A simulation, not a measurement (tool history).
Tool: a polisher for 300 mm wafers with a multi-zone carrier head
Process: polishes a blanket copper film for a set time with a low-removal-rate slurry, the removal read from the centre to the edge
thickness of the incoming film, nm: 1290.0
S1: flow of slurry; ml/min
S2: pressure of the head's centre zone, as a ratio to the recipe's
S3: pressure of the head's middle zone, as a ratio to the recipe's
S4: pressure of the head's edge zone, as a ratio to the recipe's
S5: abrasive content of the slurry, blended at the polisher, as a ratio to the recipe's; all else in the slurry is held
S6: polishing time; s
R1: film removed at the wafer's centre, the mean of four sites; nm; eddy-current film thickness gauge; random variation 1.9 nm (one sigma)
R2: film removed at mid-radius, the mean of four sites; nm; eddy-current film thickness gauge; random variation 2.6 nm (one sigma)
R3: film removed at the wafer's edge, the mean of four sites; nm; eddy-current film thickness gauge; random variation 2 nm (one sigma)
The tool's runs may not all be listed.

| run | hour | S1 | S2 | S3 | S4 | S5 | S6 | R1 | R2 | R3 |
|---|---|---|---|---|---|---|---|---|---|---|
| 1 | 0.0 | 180 | 1.00 | 1.00 | 1.00 | 1.00 | 39 | 158.07 | 160.01 | 168.19 |
| 2 | 4.5 | 185 | 1.00 | 1.02 | 1.03 | 1.10 | 40 | 165.55 | 166.42 | 175.94 |
| 3 | 12.4 | 190 | 0.99 | 1.04 | 1.04 | 1.15 | 42 | 173.54 | 182.87 | 188.22 |
| 4 | 17.0 | 195 | 0.99 | 1.05 | 1.06 | 1.20 | 43 | 183.75 | 193.42 | 199.05 |
| 5 | 20.6 | 195 | 0.99 | 1.05 | 1.06 | 1.20 | 48 | 198.65 | 213.69 | 218.27 |
| 6 | 21.7 | 195 | 0.99 | 1.05 | 0.99 | 1.20 | 48 | 201.21 | 213.17 | 216.13 |
| 7 | 28.6 | 200 | 0.98 | 1.05 | 1.00 | 1.20 | 48 | 199.81 | 213.79 | 214.97 |
| 8 | 31.7 | 205 | 0.98 | 1.06 | 1.02 | 1.20 | 48 | 201.42 | 219.23 | 214.40 |
| 9 | 39.5 | 200 | 0.98 | 1.06 | 1.03 | 1.25 | 48 | 201.60 | 214.61 | 221.64 |
| 10 | 43.9 | 205 | 0.98 | 1.07 | 1.04 | 1.25 | 48 | 200.86 | 218.46 | 216.95 |

Forecast run 11:
| 11 | 47.6 | 205 | 0.98 | 1.07 | 1.05 | 1.30 | 48 | ? | ? | ? |

Run 11 gave R1 199.02 nm, R2 219.62 nm, R3 222.37 nm.
